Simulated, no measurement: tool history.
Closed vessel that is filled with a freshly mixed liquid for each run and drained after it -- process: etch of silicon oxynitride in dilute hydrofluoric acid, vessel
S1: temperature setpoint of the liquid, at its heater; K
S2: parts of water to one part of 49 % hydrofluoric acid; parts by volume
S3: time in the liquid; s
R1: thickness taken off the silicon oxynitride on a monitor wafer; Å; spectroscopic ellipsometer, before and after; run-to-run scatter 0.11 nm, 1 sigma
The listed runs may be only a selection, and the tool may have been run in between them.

run,hour,S1,S2,S3,R1
1,0,298.15,150,540,65.388
2,5.7,301.65,150,540,76.414
3,10.5,302.65,120,540,102.71
4,18.9,300.65,120,540,94.036
5,23.7,298.15,120,540,84.535
6,30.7,300.15,100,540,112.56

For run 7, what comes out?
7,31.6,304.15,50,540,?

R1: 283.79 Å

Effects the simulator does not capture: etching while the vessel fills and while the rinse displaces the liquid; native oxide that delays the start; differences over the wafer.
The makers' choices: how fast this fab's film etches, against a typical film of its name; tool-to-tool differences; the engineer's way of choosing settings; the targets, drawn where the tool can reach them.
